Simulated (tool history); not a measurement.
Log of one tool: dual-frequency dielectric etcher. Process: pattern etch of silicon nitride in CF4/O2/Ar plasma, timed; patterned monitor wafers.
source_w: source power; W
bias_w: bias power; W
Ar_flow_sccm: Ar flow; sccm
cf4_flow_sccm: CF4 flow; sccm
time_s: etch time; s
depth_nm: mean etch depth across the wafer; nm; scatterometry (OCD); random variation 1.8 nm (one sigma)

run  hour  source_w  bias_w  Ar_flow_sccm  cf4_flow_sccm  time_s  depth_nm
  1     0       720      47           120             73   229.5    541.55
  2   6.4       740      47           120             73   229.5    556.13
  3   7.1       740      47           120             73   229.5     555.9
  4   8.7       740      47           120             73   229.5    556.07
  5  16.8       740      47           120             73   229.5     556.4
  6  18.7       740      47           120             67   229.5     545.4
  7  27.7       760      47           120             67   229.5    559.76

The next listed run, before its measurement:
  8  36.8       770      47           120             67   229.5         ?

Run 8 gave depth_nm 569.58 nm.
